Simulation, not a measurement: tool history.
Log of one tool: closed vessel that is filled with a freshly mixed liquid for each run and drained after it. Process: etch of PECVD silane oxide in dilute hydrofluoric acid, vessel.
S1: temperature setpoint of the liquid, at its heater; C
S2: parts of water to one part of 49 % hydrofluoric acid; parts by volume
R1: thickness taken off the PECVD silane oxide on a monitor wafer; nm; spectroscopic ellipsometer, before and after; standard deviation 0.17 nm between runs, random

{"run": 1, "hour": 0.0, "S1": 22, "S2": 70, "time in the liquid (s)": 30, "R1": 8.3935}
{"run": 2, "hour": 1.9, "S1": 24, "S2": 65, "time in the liquid (s)": 30, "R1": 9.8376}
{"run": 3, "hour": 8.6, "S1": 24, "S2": 50, "time in the liquid (s)": 30, "R1": 12.849}
{"run": 4, "hour": 12.6, "S1": 24, "S2": 50, "time in the liquid (s)": 30, "R1": 12.829}
{"run": 5, "hour": 18.0, "S1": 25.5, "S2": 50, "time in the liquid (s)": 30, "R1": 13.69}
{"run": 6, "hour": 23.2, "S1": 27, "S2": 50, "time in the liquid (s)": 30, "R1": 14.426}

Forecast run 7:
{"run": 7, "hour": 28.8, "S1": 27.5, "S2": 50, "time in the liquid (s)": 30, "R1": "?"}

Run 7 produced R1 14.917 nm.
